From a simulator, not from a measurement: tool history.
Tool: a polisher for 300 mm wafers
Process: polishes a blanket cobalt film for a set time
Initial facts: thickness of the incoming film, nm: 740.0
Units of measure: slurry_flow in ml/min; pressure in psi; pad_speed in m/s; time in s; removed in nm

run  hour  slurry_flow  pressure  pad_speed  time  removed
  1     0          200       1.9       1.12    65   415.49
  2   2.6          200       1.9       1.22    65   447.51
  3   4.2          200       1.9       1.22    65   451.47
  4   8.1          195       1.7       1.22    65   414.85
  5  16.5          245       1.7       1.22    65   428.02
  6  24.3          230       1.5       1.22    65   390.39
  7  32.2          220       1.4       1.22    65   373.51
  8  37.2          215       1.3       1.22    65   351.91

What does the tool deliver on the next run?
  9  40.9          205       1.2       1.22    65        ?

removed: 331.68 nm

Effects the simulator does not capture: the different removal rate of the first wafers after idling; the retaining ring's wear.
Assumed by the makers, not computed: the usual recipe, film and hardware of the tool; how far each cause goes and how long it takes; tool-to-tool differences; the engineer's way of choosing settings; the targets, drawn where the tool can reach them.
